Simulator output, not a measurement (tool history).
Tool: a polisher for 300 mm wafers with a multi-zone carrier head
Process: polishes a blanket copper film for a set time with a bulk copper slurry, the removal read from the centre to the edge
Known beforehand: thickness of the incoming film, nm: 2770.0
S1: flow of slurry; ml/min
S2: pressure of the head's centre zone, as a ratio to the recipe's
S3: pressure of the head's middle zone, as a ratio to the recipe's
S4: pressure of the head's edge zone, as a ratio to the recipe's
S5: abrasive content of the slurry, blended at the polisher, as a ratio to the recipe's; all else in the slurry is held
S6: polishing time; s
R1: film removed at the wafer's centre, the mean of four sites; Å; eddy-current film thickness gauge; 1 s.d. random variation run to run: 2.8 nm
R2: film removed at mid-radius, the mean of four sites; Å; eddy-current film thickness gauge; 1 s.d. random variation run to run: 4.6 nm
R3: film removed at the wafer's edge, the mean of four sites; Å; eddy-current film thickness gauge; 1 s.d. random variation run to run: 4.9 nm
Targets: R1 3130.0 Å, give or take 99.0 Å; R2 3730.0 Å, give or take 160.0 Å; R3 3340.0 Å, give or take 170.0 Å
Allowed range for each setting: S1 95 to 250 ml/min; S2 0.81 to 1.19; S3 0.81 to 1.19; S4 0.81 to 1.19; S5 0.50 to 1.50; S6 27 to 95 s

run,hour,S1,S2,S3,S4,S5,S6,R1,R2,R3
1,0.0,160,1.00,1.00,1.00,1.00,61,4617.6,4890.1,4786.0
2,7.5,160,1.00,1.00,1.00,1.00,72,5441.6,5689.0,5879.1
3,11.2,160,0.97,1.00,0.97,0.85,65,4690.8,5011.2,4888.2
4,16.7,195,0.97,1.00,0.97,0.85,65,4808.0,5171.3,4963.3
5,17.5,190,0.93,0.99,0.95,0.75,61,4287.5,4685.9,4447.9
6,19.9,180,0.89,0.99,0.93,0.65,58,3700.2,4193.3,4094.6
7,21.0,180,0.88,1.00,0.90,0.60,56,3561.0,4111.5,3878.3
8,21.8,175,0.87,1.01,0.88,0.55,54,3239.4,3917.0,3640.4
9,27.7,175,0.88,1.01,0.86,0.55,53,3275.2,3824.1,3553.9
10,36.0,175,0.88,1.02,0.85,0.55,53,3202.2,3936.1,3592.4
11,39.9,180,0.89,1.02,0.84,0.55,52,3196.4,3771.5,3470.0
12,47.4,180,0.89,1.03,0.83,0.55,52,3249.7,3851.4,3375.2

Which single option among these 5 for the next run brings every result within its allowed miss of target? Just one does.
A,54.9,160,0.89,1.08,0.85,0.50,55,?,?,?
B,54.9,210,1.00,1.04,0.81,0.50,52,?,?,?
C,54.9,185,0.94,1.00,0.81,0.55,50,?,?,?
D,54.9,170,0.99,1.03,0.81,0.60,50,?,?,?
E,54.9,135,0.90,1.02,0.87,0.55,53,?,?,?

move,R1,R2,R3
A,3281.0,4029.2,3566.4
B,3673.4,3870.3,3420.8
C,3303.1,3601.2,3300.5
D,3480.0,3690.8,3317.2
E,3119.4,3637.9,3442.3
A: further off than the last run
B: further off than the last run
C: further off than the last run
D: further off than the last run
E: each result inside its tolerance
So the answer is move E, the one that meets all the targets.
